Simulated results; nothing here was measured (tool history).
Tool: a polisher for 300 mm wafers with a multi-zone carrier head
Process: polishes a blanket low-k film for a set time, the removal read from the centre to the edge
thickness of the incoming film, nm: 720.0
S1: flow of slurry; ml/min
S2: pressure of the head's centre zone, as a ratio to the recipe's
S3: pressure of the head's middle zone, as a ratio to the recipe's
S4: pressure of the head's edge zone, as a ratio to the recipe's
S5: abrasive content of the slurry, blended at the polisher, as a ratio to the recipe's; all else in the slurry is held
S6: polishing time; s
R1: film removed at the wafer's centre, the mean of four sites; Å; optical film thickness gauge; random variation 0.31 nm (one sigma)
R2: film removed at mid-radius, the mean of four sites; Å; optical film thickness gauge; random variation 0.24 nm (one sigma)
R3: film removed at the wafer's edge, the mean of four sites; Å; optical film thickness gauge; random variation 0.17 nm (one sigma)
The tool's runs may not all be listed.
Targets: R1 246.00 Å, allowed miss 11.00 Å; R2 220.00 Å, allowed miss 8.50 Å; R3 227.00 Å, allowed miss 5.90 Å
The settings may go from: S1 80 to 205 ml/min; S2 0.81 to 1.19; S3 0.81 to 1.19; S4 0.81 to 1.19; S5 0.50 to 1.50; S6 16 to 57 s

| run | day | S1 | S2 | S3 | S4 | S5 | S6 | R1 | R2 | R3 |
|---|---|---|---|---|---|---|---|---|---|---|
| 1 | 0.000 | 135 | 1.00 | 1.00 | 1.00 | 1.00 | 36 | 162.48 | 189.14 | 188.45 |
| 2 | 0.079 | 150 | 1.00 | 1.00 | 1.00 | 1.00 | 36 | 171.67 | 190.91 | 192.99 |
| 3 | 0.167 | 130 | 1.00 | 1.00 | 1.00 | 1.00 | 36 | 160.30 | 186.33 | 187.30 |
| 4 | 0.479 | 130 | 1.00 | 1.04 | 1.00 | 1.00 | 36 | 163.93 | 190.24 | 189.59 |
| 5 | 0.762 | 140 | 1.03 | 1.05 | 1.02 | 1.00 | 36 | 175.83 | 196.35 | 193.74 |
| 6 | 0.921 | 140 | 1.03 | 1.05 | 1.02 | 1.00 | 41 | 194.99 | 226.38 | 216.86 |
| 7 | 1.000 | 150 | 1.05 | 1.03 | 1.03 | 1.00 | 41 | 203.53 | 221.00 | 219.65 |
| 8 | 1.112 | 155 | 1.07 | 1.03 | 1.03 | 1.00 | 41 | 205.73 | 228.59 | 221.54 |
| 9 | 1.438 | 155 | 1.07 | 1.03 | 1.03 | 1.00 | 41 | 208.87 | 224.39 | 221.98 |
| 10 | 1.600 | 180 | 1.17 | 0.96 | 1.02 | 1.00 | 41 | 230.38 | 221.73 | 223.74 |
| 11 | 1.875 | 185 | 1.17 | 0.95 | 1.01 | 1.00 | 41 | 231.27 | 220.34 | 224.73 |
| 12 | 2.038 | 190 | 1.17 | 0.94 | 1.00 | 1.00 | 41 | 233.13 | 217.32 | 224.91 |
| 13 | 2.388 | 190 | 1.17 | 0.94 | 0.99 | 1.00 | 41 | 232.99 | 221.51 | 224.87 |

Which of these 5 next moves meets every target?
| A | 2.738 | 180 | 1.11 | 0.90 | 1.02 | 0.95 | 41 | ? | ? | ? |
| B | 2.738 | 175 | 1.06 | 0.90 | 1.01 | 1.10 | 40 | ? | ? | ? |
| C | 2.738 | 180 | 1.04 | 0.96 | 1.00 | 0.80 | 44 | ? | ? | ? |
| D | 2.738 | 200 | 1.16 | 0.86 | 0.91 | 0.75 | 48 | ? | ? | ? |
| E | 2.738 | 125 | 1.10 | 0.93 | 1.02 | 0.80 | 47 | ? | ? | ? |

| move | R1 | R2 | R3 |
|---|---|---|---|
| A | 220.34 | 204.87 | 222.27 |
| B | 214.72 | 209.39 | 226.30 |
| C | 208.32 | 214.87 | 222.20 |
| D | 252.31 | 218.23 | 229.33 |
| E | 219.05 | 211.25 | 228.94 |
A: further off than the last run
B: further off than the last run
C: further off than the last run
D: meets every target
E: further off than the last run
The right move is D.
